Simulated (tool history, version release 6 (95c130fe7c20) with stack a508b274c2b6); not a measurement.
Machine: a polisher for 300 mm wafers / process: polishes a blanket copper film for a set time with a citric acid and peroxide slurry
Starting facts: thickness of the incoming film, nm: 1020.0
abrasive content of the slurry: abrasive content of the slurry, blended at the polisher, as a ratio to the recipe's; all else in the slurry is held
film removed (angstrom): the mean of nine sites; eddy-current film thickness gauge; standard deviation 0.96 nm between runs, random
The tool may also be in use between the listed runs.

run	hour	flow of slurry (ml/min)	pressure of the wafer on the pad (kPa)	speed of the pad under the wafer (m/s)	abrasive content of the slurry	polishing time (s)	film removed (angstrom)
1	0.0	195	24.1	0.98	1.00	78	1641.30
2	8.3	190	20.0	0.90	1.00	78	1325.10
3	15.2	190	20.0	0.90	1.15	78	1377.40
4	16.4	190	20.0	0.78	1.15	78	1238.60
5	18.1	190	20.0	0.62	1.15	78	1073.70
6	20.4	190	20.0	0.62	0.95	78	1042.70
7	23.0	190	17.2	0.60	0.95	78	888.95

Run 8 is up next; what results do you expect?
8	24.9	190	15.9	0.60	0.95	78	?

film removed (angstrom): 846.99
